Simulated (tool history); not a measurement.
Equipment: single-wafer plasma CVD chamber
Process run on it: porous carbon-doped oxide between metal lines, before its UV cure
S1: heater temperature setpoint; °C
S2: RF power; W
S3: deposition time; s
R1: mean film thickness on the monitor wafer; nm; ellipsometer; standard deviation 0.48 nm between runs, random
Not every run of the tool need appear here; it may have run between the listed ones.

| run | day | S1 | S2 | S3 | R1 |
|---|---|---|---|---|---|
| 1 | 0 | 290 | 655 | 33.7 | 220.56 |
| 2 | 0.1 | 290 | 655 | 34.8 | 228.99 |
| 3 | 0.171 | 290 | 655 | 34.8 | 228.98 |
| 4 | 0.35 | 293 | 640 | 34.7 | 221.24 |
| 5 | 0.425 | 293 | 640 | 33.7 | 215.28 |
| 6 | 0.5 | 288 | 640 | 33.7 | 220.43 |

Expected results for the next run?
| 7 | 0.817 | 291 | 625 | 33.7 | ? |

Run 7 measured R1 213 nm.
